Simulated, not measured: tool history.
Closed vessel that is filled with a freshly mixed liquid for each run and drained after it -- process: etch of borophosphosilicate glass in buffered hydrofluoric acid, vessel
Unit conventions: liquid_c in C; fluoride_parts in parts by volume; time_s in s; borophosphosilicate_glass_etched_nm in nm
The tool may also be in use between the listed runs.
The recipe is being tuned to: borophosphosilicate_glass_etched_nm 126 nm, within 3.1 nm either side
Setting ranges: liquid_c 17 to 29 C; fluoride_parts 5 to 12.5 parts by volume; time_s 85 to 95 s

run	hour	liquid_c	fluoride_parts	time_s	borophosphosilicate_glass_etched_nm
1	0	21	7.5	85	150.86
2	7.9	21	7.5	95	172.2
3	13.6	21	7.5	95	170.38
4	17.8	24	7.5	95	202.17
5	26.8	24	9	95	164.71
6	33.9	23	9	95	155.86
7	40.9	22.5	9	95	149.32
8	47.9	22	9	95	146.81
9	48.8	21.5	9	95	142.69
10	57.3	21	9	95	141.5
11	59.1	18.5	9	95	119.59

5 next moves are on the table. One of them brings every result within its allowed miss. Which?
A	60.9	21.5	10.5	85	?
B	60.9	19	8.5	95	?
C	60.9	19.5	9	90	?
D	60.9	19	8.5	85	?
E	60.9	19	8.5	90	?

move	borophosphosilicate_glass_etched_nm
A	113.92
B	132.54
C	121.24
D	118.59
E	125.56
A: moves away from the targets compared with the last run
B: moves the result that the last run missed by most past its target, out the other side
C: an improvement on the last run, though not all results are within tolerance
D: moves away from the targets compared with the last run
E: in spec on every target
So the answer is move E, the one that meets all the targets.
